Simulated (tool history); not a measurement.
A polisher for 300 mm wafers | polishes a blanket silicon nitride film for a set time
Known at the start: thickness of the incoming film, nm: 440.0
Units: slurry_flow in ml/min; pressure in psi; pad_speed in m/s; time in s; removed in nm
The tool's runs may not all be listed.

run,day,slurry_flow,pressure,pad_speed,time,removed
1,0,160,3,0.94,47,76.59
2,0.338,160,3,0.94,50,82.653
3,0.512,180,3,0.94,50,82.943
4,0.821,180,3,0.94,50,82.507
5,0.875,180,3,0.94,47,78.961
6,1.042,180,2.8,0.94,47,72.79
7,1.238,180,2.6,0.94,47,66.638
8,1.425,180,2.5,0.94,47,64.238
9,1.517,180,2.4,0.94,47,62.456

Run 10 comes next. What will it give?
10,1.733,170,1.6,0.9,47,?

removed: 41.161 nm
